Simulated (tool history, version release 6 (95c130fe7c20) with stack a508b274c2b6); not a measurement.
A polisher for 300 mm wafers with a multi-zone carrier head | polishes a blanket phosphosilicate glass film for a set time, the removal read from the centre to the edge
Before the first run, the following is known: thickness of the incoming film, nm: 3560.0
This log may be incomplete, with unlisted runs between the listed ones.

run	hour	flow of slurry (ml/min)	pressure of the head's centre zone	pressure of the head's middle zone	pressure of the head's edge zone	abrasive content of the slurry	polishing time (s)	film removed at the wafer's centre (angstrom)	film removed at mid-radius (angstrom)	film removed at the wafer's edge (angstrom)
1	0.0	250	1.00	1.00	1.00	1.00	39	1867.00	1906.2	1914.7
2	4.1	245	0.98	0.98	1.00	0.95	38	1726.30	1836.3	1827.6
3	6.3	240	0.98	0.96	1.02	0.90	36	1640.00	1649.2	1678.0
4	12.5	240	0.98	0.93	1.02	0.90	36	1649.20	1584.4	1654.5
5	13.6	240	0.98	0.93	1.02	0.90	45	1962.70	1961.9	2115.9
6	20.4	230	0.96	0.92	1.04	0.85	43	1775.10	1765.6	1923.3
7	22.7	220	0.94	0.92	1.06	0.80	42	1602.50	1665.5	1782.2
8	27.6	215	0.93	0.91	1.07	0.75	41	1498.30	1473.6	1662.9
9	29.3	210	0.92	0.91	1.07	0.70	40	1304.70	1350.4	1521.8
10	38.1	205	0.91	0.90	1.06	0.70	40	1297.90	1354.9	1538.8
11	46.7	205	0.91	0.90	1.06	0.70	39	1254.00	1286.1	1491.3
12	49.8	210	0.90	0.91	1.04	0.60	37	1030.30	1067.3	1188.4

Run 13 has not been measured yet. What should we expect?
13	50.8	210	0.89	0.91	1.04	0.60	37	?	?	?

film removed at the wafer's centre (angstrom): 995.12
film removed at mid-radius (angstrom): 1057.9
film removed at the wafer's edge (angstrom): 1175.8

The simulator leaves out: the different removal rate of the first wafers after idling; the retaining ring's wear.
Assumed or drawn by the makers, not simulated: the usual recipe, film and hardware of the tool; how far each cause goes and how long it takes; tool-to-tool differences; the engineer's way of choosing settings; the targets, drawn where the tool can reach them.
